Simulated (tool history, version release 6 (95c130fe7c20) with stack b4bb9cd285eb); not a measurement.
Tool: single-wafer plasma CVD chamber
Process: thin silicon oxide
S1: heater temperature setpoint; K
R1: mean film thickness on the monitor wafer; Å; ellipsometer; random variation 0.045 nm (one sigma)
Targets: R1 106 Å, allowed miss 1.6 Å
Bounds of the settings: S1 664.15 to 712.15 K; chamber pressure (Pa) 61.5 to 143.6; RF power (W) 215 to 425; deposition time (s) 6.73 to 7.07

run 1 hour=0 | S1=688.15 chamber_pressure_(Pa)=102.5 RF_power_(W)=320 deposition_time_(s)=7.07 | R1=129.06
run 2 hour=1.9 | S1=688.15 chamber_pressure_(Pa)=96.7 RF_power_(W)=320 deposition_time_(s)=7.07 | R1=122.13
run 3 hour=8.8 | S1=688.15 chamber_pressure_(Pa)=96.7 RF_power_(W)=320 deposition_time_(s)=7.07 | R1=122.47
run 4 hour=12.1 | S1=688.15 chamber_pressure_(Pa)=92.1 RF_power_(W)=320 deposition_time_(s)=7.07 | R1=115.2
run 5 hour=15.5 | S1=680.15 chamber_pressure_(Pa)=92.1 RF_power_(W)=320 deposition_time_(s)=7.07 | R1=116.53
run 6 hour=21.2 | S1=680.15 chamber_pressure_(Pa)=89.5 RF_power_(W)=320 deposition_time_(s)=7.07 | R1=112.49
run 7 hour=26.1 | S1=680.15 chamber_pressure_(Pa)=87.9 RF_power_(W)=320 deposition_time_(s)=7.07 | R1=111.9
run 8 hour=33.8 | S1=680.15 chamber_pressure_(Pa)=87.9 RF_power_(W)=320 deposition_time_(s)=7.07 | R1=110.22
run 9 hour=36.8 | S1=680.15 chamber_pressure_(Pa)=87.9 RF_power_(W)=320 deposition_time_(s)=7.07 | R1=110.73
run 10 hour=44.1 | S1=680.15 chamber_pressure_(Pa)=86.7 RF_power_(W)=320 deposition_time_(s)=7.07 | R1=109
run 11 hour=47.8 | S1=680.15 chamber_pressure_(Pa)=86.7 RF_power_(W)=320 deposition_time_(s)=7.07 | R1=109.08
run 12 hour=54.5 | S1=680.15 chamber_pressure_(Pa)=85.9 RF_power_(W)=320 deposition_time_(s)=7.07 | R1=108.67
run 13 hour=56.9 | S1=680.15 chamber_pressure_(Pa)=85.9 RF_power_(W)=320 deposition_time_(s)=7.07 | R1=108.99

Which of these 5 next moves meets every target?
run A hour=59.3 | S1=675.15 chamber_pressure_(Pa)=94 RF_power_(W)=280 deposition_time_(s)=7.07 | R1=?
run B hour=59.3 | S1=676.15 chamber_pressure_(Pa)=89.2 RF_power_(W)=320 deposition_time_(s)=7.07 | R1=?
run C hour=59.3 | S1=672.15 chamber_pressure_(Pa)=84.1 RF_power_(W)=320 deposition_time_(s)=7.05 | R1=?
run D hour=59.3 | S1=672.15 chamber_pressure_(Pa)=89.6 RF_power_(W)=325 deposition_time_(s)=7.07 | R1=?
run E hour=59.3 | S1=675.15 chamber_pressure_(Pa)=87.6 RF_power_(W)=360 deposition_time_(s)=6.94 | R1=?

move=A R1=111.7
move=B R1=112.9
move=C R1=105.86
move=D R1=114.56
move=E R1=114.77
A: further off than the last run
B: further off than the last run
C: meets every target
D: further off than the last run
E: further off than the last run
Answer: C
